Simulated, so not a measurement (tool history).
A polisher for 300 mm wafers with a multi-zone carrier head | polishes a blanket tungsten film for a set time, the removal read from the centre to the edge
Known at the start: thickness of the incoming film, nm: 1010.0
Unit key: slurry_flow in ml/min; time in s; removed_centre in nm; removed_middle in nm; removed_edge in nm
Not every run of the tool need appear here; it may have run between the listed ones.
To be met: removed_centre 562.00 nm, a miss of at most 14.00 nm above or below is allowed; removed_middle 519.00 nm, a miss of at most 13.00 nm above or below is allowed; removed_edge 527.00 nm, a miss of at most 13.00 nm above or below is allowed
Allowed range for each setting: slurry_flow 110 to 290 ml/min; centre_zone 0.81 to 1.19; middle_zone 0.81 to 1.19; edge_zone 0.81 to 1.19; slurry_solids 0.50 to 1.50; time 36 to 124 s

run  hour  slurry_flow  centre_zone  middle_zone  edge_zone  slurry_solids  time  removed_centre  removed_middle  removed_edge
  1   0.0          185         1.00         1.00       1.00           1.00    79          359.31          361.28        364.89
  2   6.5          185         1.00         1.00       1.00           1.10    79          365.34          366.08        373.15
  3  11.1          185         1.00         1.00       0.96           1.10    79          366.97          366.10        367.44
  4  20.0          195         1.02         1.01       0.99           1.15    81          390.26          383.99        385.91
  5  20.6          195         1.06         1.01       0.99           1.15    81          408.65          384.31        383.34
  6  22.8          235         1.06         1.01       0.99           1.15    81          415.96          390.97        390.45
  7  24.1          240         1.07         1.02       1.02           1.20    83          431.07          411.65        405.47
  8  30.2          240         1.08         1.02       1.04           1.25    85          453.17          422.46        425.26
  9  35.9          240         1.09         1.03       1.06           1.30    87          472.07          444.63        445.55
 10  39.4          240         1.10         1.03       1.08           1.35    88          481.33          455.55        458.79
 11  48.1          240         1.11         1.03       1.09           1.40    89          501.92          462.64        471.61
 12  54.7          240         1.12         1.04       1.10           1.40    90          504.34          468.89        475.36
 13  60.7          245         1.13         1.04       1.11           1.40    91          519.86          475.18        479.70
 14  68.1          250         1.13         1.04       1.12           1.40    92          528.69          487.54        488.64
 15  71.7          250         1.13         1.04       1.13           1.40    92          522.20          474.66        498.24
 16  72.8          285         1.17         1.11       1.17           1.50    92          556.73          525.29        514.85

Pick the move, out of 5, that brings all results within their allowed miss; only one does.
  A  73.9          270         1.14         1.00       1.19           1.50    95               ?               ?             ?
  B  73.9          265         1.16         1.15       1.15           1.50    91               ?               ?             ?
  C  73.9          285         1.15         1.09       1.19           1.35    96               ?               ?             ?
  D  73.9          270         1.09         1.00       1.19           1.50    99               ?               ?             ?
  E  73.9          285         1.10         1.13       1.17           1.50    93               ?               ?             ?

move  removed_centre  removed_middle  removed_edge
   A          559.16          493.05        530.12
   B          544.46          526.61        497.78
   C          560.21          523.46        524.71
   D          557.28          513.94        552.45
   E          531.59          534.33        515.71
A: brings the result that was furthest off to its target, and leaves another outside
B: lands further from the targets than the last run did
C: all results land within tolerance of their targets
D: takes the result that was furthest off past its target
E: brings the result that was furthest off to its target, and leaves another outside
C meets every target.
